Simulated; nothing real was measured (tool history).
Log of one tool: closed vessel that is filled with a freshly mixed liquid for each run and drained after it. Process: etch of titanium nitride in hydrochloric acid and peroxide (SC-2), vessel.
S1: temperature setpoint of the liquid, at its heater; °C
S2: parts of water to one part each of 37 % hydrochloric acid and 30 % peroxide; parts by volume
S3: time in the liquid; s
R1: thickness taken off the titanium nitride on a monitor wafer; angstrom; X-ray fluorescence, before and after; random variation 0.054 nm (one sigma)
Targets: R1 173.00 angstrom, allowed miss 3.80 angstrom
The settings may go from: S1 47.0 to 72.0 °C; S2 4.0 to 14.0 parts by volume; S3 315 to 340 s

run 1 hour=0.0 | S1=63.0 S2=7.5 S3=315 | R1=203.29
run 2 hour=2.5 | S1=63.0 S2=7.5 S3=340 | R1=218.00
run 3 hour=3.6 | S1=70.0 S2=7.5 S3=340 | R1=334.39
run 4 hour=12.3 | S1=68.5 S2=7.5 S3=340 | R1=307.18
run 5 hour=20.2 | S1=67.5 S2=7.5 S3=340 | R1=287.26
run 6 hour=23.1 | S1=66.5 S2=7.5 S3=340 | R1=271.38
run 7 hour=27.7 | S1=65.5 S2=7.5 S3=340 | R1=255.00
run 8 hour=30.6 | S1=58.0 S2=7.5 S3=340 | R1=160.48
run 9 hour=34.5 | S1=58.5 S2=7.5 S3=340 | R1=164.83

Which of these 4 next moves meets every target?
run A hour=38.4 | S1=61.0 S2=7.5 S3=320 | R1=?
run B hour=38.4 | S1=59.0 S2=7.5 S3=315 | R1=?
run C hour=38.4 | S1=60.5 S2=7.5 S3=315 | R1=?
run D hour=38.4 | S1=56.5 S2=5.5 S3=340 | R1=?

move=A R1=181.70
move=B R1=157.77
move=C R1=173.36
move=D R1=183.99
A: takes the result that was furthest off past its target
B: further off than the last run
C: meets every target
D: takes the result that was furthest off past its target
Move C is the one to make.
